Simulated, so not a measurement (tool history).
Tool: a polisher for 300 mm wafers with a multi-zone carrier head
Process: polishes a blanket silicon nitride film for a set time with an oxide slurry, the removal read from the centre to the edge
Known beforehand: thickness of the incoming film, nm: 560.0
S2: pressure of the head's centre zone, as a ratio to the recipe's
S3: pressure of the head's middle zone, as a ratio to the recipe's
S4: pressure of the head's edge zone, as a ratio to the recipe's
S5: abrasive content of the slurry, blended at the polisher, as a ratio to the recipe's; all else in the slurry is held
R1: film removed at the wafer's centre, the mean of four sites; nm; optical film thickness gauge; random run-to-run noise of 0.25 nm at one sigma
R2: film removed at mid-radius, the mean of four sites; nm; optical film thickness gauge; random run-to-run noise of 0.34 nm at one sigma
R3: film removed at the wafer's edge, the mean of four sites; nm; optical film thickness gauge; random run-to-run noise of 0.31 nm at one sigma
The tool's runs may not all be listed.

run 1 hour=0.0 | flow_of_slurry_(ml/min)=305 S2=1.00 S3=1.00 S4=1.00 S5=1.00 polishing_time_(s)=75 | R1=42.708 R2=41.189 R3=42.399
run 2 hour=4.7 | flow_of_slurry_(ml/min)=305 S2=1.00 S3=1.00 S4=0.98 S5=0.95 polishing_time_(s)=72 | R1=39.801 R2=39.338 R3=38.583
run 3 hour=5.8 | flow_of_slurry_(ml/min)=305 S2=1.00 S3=1.00 S4=0.98 S5=0.95 polishing_time_(s)=83 | R1=45.464 R2=44.516 R3=44.002
run 4 hour=9.6 | flow_of_slurry_(ml/min)=305 S2=0.99 S3=0.98 S4=0.97 S5=0.90 polishing_time_(s)=80 | R1=42.603 R2=42.004 R3=41.843
run 5 hour=10.3 | flow_of_slurry_(ml/min)=305 S2=0.99 S3=0.97 S4=0.96 S5=0.85 polishing_time_(s)=76 | R1=38.928 R2=37.864 R3=37.369
run 6 hour=11.3 | flow_of_slurry_(ml/min)=305 S2=0.98 S3=0.95 S4=0.95 S5=0.80 polishing_time_(s)=75 | R1=37.074 R2=35.738 R3=36.177
run 7 hour=19.2 | flow_of_slurry_(ml/min)=305 S2=0.97 S3=0.94 S4=0.94 S5=0.75 polishing_time_(s)=73 | R1=34.302 R2=32.597 R3=33.753
run 8 hour=20.9 | flow_of_slurry_(ml/min)=305 S2=0.96 S3=0.94 S4=0.93 S5=0.70 polishing_time_(s)=72 | R1=31.886 R2=30.630 R3=31.507
run 9 hour=24.1 | flow_of_slurry_(ml/min)=305 S2=0.96 S3=0.94 S4=0.92 S5=0.65 polishing_time_(s)=72 | R1=30.499 R2=29.970 R3=29.667
run 10 hour=29.8 | flow_of_slurry_(ml/min)=305 S2=0.95 S3=0.93 S4=0.91 S5=0.65 polishing_time_(s)=72 | R1=30.006 R2=28.548 R3=29.792
run 11 hour=34.8 | flow_of_slurry_(ml/min)=305 S2=0.95 S3=0.94 S4=0.90 S5=0.65 polishing_time_(s)=72 | R1=29.859 R2=29.678 R3=29.343
run 12 hour=38.2 | flow_of_slurry_(ml/min)=305 S2=0.95 S3=0.93 S4=0.89 S5=0.65 polishing_time_(s)=72 | R1=30.445 R2=29.645 R3=29.563
run 13 hour=43.8 | flow_of_slurry_(ml/min)=305 S2=0.95 S3=0.93 S4=0.88 S5=0.65 polishing_time_(s)=72 | R1=29.871 R2=28.944 R3=29.358
run 14 hour=48.8 | flow_of_slurry_(ml/min)=305 S2=0.95 S3=0.93 S4=0.87 S5=0.65 polishing_time_(s)=72 | R1=29.761 R2=29.457 R3=29.486

Predict the results of run 15:
run 15 hour=57.1 | flow_of_slurry_(ml/min)=305 S2=0.95 S3=0.93 S4=0.87 S5=0.65 polishing_time_(s)=71 | R1=? R2=? R3=?

{"run 15": {"R1": 29.645, "R2": 28.963, "R3": 28.789}}
